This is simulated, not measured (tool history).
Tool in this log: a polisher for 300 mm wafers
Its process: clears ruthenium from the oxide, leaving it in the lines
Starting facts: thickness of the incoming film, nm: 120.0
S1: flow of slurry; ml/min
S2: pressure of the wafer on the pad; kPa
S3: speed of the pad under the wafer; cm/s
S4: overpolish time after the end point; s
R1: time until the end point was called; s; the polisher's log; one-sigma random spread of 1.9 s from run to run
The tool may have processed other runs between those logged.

Run 1, hour 0: S1 255 ml/min, S2 15.2 kPa, S3 88 cm/s, S4 11 s. Result: R1 103.28 s.
Run 2, hour 6.2: S1 255 ml/min, S2 11.7 kPa, S3 88 cm/s, S4 11 s. Result: R1 134.76 s.
Run 3, hour 14.7: S1 200 ml/min, S2 11.7 kPa, S3 88 cm/s, S4 11 s. Result: R1 134.96 s.
Run 4, hour 18.9: S1 235 ml/min, S2 11.7 kPa, S3 88 cm/s, S4 11 s. Result: R1 134.76 s.
Run 5, hour 21: S1 235 ml/min, S2 13.1 kPa, S3 88 cm/s, S4 11 s. Result: R1 121.38 s.
Run 6, hour 29.3: S1 235 ml/min, S2 13.1 kPa, S3 98 cm/s, S4 11 s. Result: R1 108.55 s.
Run 7, hour 35.9: S1 235 ml/min, S2 11.7 kPa, S3 94 cm/s, S4 11 s. Result: R1 128.19 s.
Run 8, hour 37.5: S1 235 ml/min, S2 11 kPa, S3 92 cm/s, S4 11 s. Result: R1 136.81 s.
Run 9, hour 43.3: S1 235 ml/min, S2 10.3 kPa, S3 90 cm/s, S4 11 s. Result: R1 146.67 s.
Run 10, hour 46.6: S1 235 ml/min, S2 9.7 kPa, S3 88 cm/s, S4 11 s. Result: R1 163.72 s.

Run 11, settings as shown, results not yet in. Your forecast:
Run 11, hour 48.8: S1 235 ml/min, S2 9 kPa, S3 88 cm/s, S4 11 s. Result: R1 ?.

R1: 172.87 s
